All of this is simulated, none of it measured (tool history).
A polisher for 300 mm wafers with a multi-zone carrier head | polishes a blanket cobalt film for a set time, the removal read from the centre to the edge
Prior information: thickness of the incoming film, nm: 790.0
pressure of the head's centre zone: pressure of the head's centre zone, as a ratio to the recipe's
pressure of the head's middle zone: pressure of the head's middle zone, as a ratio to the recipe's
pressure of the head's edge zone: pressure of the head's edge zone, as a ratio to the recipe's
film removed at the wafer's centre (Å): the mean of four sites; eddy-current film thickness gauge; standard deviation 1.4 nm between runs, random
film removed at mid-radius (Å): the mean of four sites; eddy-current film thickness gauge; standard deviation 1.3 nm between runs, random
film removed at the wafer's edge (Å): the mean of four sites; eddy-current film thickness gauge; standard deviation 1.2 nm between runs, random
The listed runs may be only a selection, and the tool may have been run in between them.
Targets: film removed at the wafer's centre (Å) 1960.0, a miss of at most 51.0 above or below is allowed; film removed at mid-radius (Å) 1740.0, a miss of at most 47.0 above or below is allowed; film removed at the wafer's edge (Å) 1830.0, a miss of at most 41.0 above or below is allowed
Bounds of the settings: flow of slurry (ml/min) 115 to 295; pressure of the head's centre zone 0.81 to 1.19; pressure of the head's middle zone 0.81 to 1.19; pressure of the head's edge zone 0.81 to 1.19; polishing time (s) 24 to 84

run,hour,flow of slurry (ml/min),pressure of the head's centre zone,pressure of the head's middle zone,pressure of the head's edge zone,polishing time (s),film removed at the wafer's centre (Å),film removed at mid-radius (Å),film removed at the wafer's edge (Å)
1,0.0,190,1.00,1.00,1.00,54,2696.1,2827.7,2708.3
2,5.6,180,1.00,0.96,0.97,50,2506.2,2472.8,2504.4
3,14.0,180,1.00,0.95,0.94,46,2287.8,2271.7,2243.4
4,18.8,175,1.00,0.92,0.91,44,2188.5,2101.6,2115.1
5,27.1,175,1.00,0.92,0.97,44,2188.7,2143.9,2184.7
6,34.1,175,1.00,0.87,0.97,44,2182.6,2003.1,2212.1
7,41.0,170,1.00,0.87,0.93,43,2127.6,1937.5,2082.5
8,49.2,170,1.00,0.87,0.93,43,2133.0,1967.1,2103.6
9,50.0,165,1.00,0.86,0.90,42,2034.3,1883.4,2010.8
10,52.7,160,1.01,0.85,0.88,42,2092.3,1863.8,1964.8
11,56.4,155,1.00,0.84,0.87,42,2035.7,1821.5,1951.6
12,59.3,150,1.00,0.84,0.86,42,2027.5,1805.6,1961.5
13,61.1,150,1.00,0.84,0.85,41,1989.3,1758.2,1906.2

Exactly one of the 5 candidate moves below puts every result within its allowed miss. Which one?
A,62.9,130,1.08,0.90,0.81,39,?,?,?
B,62.9,165,0.98,0.87,0.87,41,?,?,?
C,62.9,130,1.04,0.87,0.86,40,?,?,?
D,62.9,200,0.95,0.85,0.88,38,?,?,?
E,62.9,200,1.01,0.86,0.83,41,?,?,?

move,film removed at the wafer's centre (Å),film removed at mid-radius (Å),film removed at the wafer's edge (Å)
A,1969.9,1706.8,1712.4
B,1972.5,1823.3,1918.2
C,1944.7,1702.4,1804.2
D,1830.5,1707.1,1826.3
E,2100.9,1859.2,1919.3
A: takes the result that was furthest off past its target
B: misses by more than the last run did
C: hits every target within its allowed miss
D: brings the last run's worst result on target, with another outside its allowed miss
E: misses by more than the last run did
The right move is C.
